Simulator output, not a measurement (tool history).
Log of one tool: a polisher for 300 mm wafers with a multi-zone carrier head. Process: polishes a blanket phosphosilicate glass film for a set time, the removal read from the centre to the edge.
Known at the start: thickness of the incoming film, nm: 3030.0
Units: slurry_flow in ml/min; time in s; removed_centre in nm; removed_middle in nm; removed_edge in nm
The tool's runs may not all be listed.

run  hour  slurry_flow  centre_zone  middle_zone  edge_zone  slurry_solids  time  removed_centre  removed_middle  removed_edge
  1     0          270            1            1          1              1    68          573.47          596.28        580.57
  2     3          270            1            1          1              1    55          466.09          480.51        474.77
  3   6.4          280         1.03         0.99       1.03            1.1    55           493.3          481.07        490.05
  4    13          280         1.03         1.03       1.03            1.1    55          491.61          509.89        491.88
  5  16.6          280         1.05         1.01       1.05            1.2    57           542.9          532.83        526.96
  6  17.8          280         1.06         0.99       1.07           1.25    59          567.55          551.81        550.91

Run 7 comes next. What will it give?
  7  19.5          305         1.16         0.89       1.17            1.5    68               ?               ?             ?

Run 7 gave removed_centre 768.23 nm, removed_middle 629.35 nm, removed_edge 710.39 nm.
